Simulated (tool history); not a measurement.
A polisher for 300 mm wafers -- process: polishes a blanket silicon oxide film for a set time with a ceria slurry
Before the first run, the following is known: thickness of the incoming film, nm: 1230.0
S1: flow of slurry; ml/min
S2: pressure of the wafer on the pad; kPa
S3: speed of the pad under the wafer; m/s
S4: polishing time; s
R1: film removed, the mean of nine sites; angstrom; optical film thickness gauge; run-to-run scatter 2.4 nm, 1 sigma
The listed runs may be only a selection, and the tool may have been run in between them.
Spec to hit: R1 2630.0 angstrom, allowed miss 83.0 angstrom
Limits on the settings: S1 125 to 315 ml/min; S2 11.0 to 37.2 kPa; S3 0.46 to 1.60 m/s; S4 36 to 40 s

run 1 hour=0.0 | S1=205 S2=24.1 S3=1.02 S4=40 | R1=1833.3
run 2 hour=1.4 | S1=210 S2=26.9 S3=1.02 S4=40 | R1=1992.6
run 3 hour=5.1 | S1=210 S2=29.6 S3=1.02 S4=40 | R1=2185.8
run 4 hour=6.2 | S1=210 S2=29.6 S3=1.02 S4=36 | R1=1969.5
run 5 hour=10.2 | S1=210 S2=29.6 S3=1.02 S4=36 | R1=1970.3
run 6 hour=11.0 | S1=210 S2=31.7 S3=1.04 S4=36 | R1=2086.2
run 7 hour=11.7 | S1=210 S2=31.7 S3=1.04 S4=36 | R1=2125.9
run 8 hour=20.1 | S1=215 S2=33.1 S3=1.06 S4=36 | R1=2202.8
run 9 hour=26.6 | S1=215 S2=34.5 S3=1.10 S4=36 | R1=2358.1
run 10 hour=30.8 | S1=215 S2=35.2 S3=1.12 S4=36 | R1=2438.2
-- hour=36.6 worn pad replaced by a new one
run 11 hour=36.6 | S1=215 S2=35.9 S3=1.14 S4=36 | R1=2760.1

Next run, 4 choices. One meets every target within its allowed miss, the rest don't. Which?
run A hour=42.4 | S1=185 S2=35.2 S3=1.22 S4=37 | R1=?
run B hour=42.4 | S1=240 S2=35.9 S3=1.10 S4=37 | R1=?
run C hour=42.4 | S1=235 S2=37.2 S3=1.04 S4=39 | R1=?
run D hour=42.4 | S1=315 S2=35.2 S3=1.02 S4=36 | R1=?

move=A R1=2951.6
move=B R1=2843.1
move=C R1=2943.1
move=D R1=2623.2
A: moves away from the targets compared with the last run
B: moves away from the targets compared with the last run
C: moves away from the targets compared with the last run
D: every result lands within tolerance
The right move is D.
